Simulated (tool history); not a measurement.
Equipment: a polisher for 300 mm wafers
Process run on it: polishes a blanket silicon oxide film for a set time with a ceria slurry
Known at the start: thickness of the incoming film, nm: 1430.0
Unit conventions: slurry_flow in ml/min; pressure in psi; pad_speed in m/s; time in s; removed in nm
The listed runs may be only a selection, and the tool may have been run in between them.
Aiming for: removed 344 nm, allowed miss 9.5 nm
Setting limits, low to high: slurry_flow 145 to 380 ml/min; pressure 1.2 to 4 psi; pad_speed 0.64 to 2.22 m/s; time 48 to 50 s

run	day	slurry_flow	pressure	pad_speed	time	removed
1	0	245	2.6	1.42	48	223.74
2	0.125	245	2.6	1.56	48	238.25
3	0.288	200	2.6	1.56	48	233.59
4	0.417	200	2.6	1.74	48	257.18
5	0.671	210	2.7	1.74	48	264.22
6	0.867	215	2.8	1.74	48	274.05
7	1.104	220	2.9	1.74	48	287.4
8	1.304	225	3	1.74	48	296.95
9	1.404	230	3	1.74	48	295.47

Next run, 5 choices. One meets every target within its allowed miss, the rest don't. Which?
A	1.504	255	3	1.96	50	?
B	1.504	270	3.2	1.62	49	?
C	1.504	200	4	1.62	50	?
D	1.504	230	2.5	1.64	49	?
E	1.504	235	2.7	2.04	50	?

move	removed
A	340.52
B	309.5
C	379.42
D	241.46
E	314.23
A: all results land within tolerance of their targets
B: closes in on the targets versus the last run, not all within tolerance yet
C: the result that was furthest off in the last run now lies on the other side of its target
D: misses by more than the last run did
E: closes in on the targets versus the last run, not all within tolerance yet
The move that meets every target is A.
